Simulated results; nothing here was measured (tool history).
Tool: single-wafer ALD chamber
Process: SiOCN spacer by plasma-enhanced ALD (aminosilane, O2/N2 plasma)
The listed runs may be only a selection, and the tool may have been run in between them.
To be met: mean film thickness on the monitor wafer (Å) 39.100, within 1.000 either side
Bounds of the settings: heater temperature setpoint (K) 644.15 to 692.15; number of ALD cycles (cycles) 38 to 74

run	day	heater temperature setpoint (K)	number of ALD cycles (cycles)	mean film thickness on the monitor wafer (Å)
1	0.000	668.15	56	32.336
2	0.188	674.15	56	31.815
3	0.529	674.15	51	29.187
4	0.829	673.15	55	31.600
5	1.150	673.15	58	33.711
6	1.429	673.15	60	34.452
7	1.550	673.15	62	35.507
8	1.867	673.15	63	36.112
9	2.238	673.15	64	36.625
10	2.542	673.15	65	37.652
11	2.767	673.15	66	37.749

Below are 4 possible settings for the next run. Only one of them brings all results inside the allowed miss of their targets. Which is it?
A	2.992	679.15	74	?
B	2.992	666.15	62	?
C	2.992	667.15	72	?
D	2.992	676.15	69	?

move	mean film thickness on the monitor wafer (Å)
A	41.764
B	35.772
C	41.542
D	39.342
A: carries the result that was furthest off beyond its target, to the other side
B: misses by more than the last run did
C: carries the result that was furthest off beyond its target, to the other side
D: every result lands within tolerance
Correct choice: D, which meets every target

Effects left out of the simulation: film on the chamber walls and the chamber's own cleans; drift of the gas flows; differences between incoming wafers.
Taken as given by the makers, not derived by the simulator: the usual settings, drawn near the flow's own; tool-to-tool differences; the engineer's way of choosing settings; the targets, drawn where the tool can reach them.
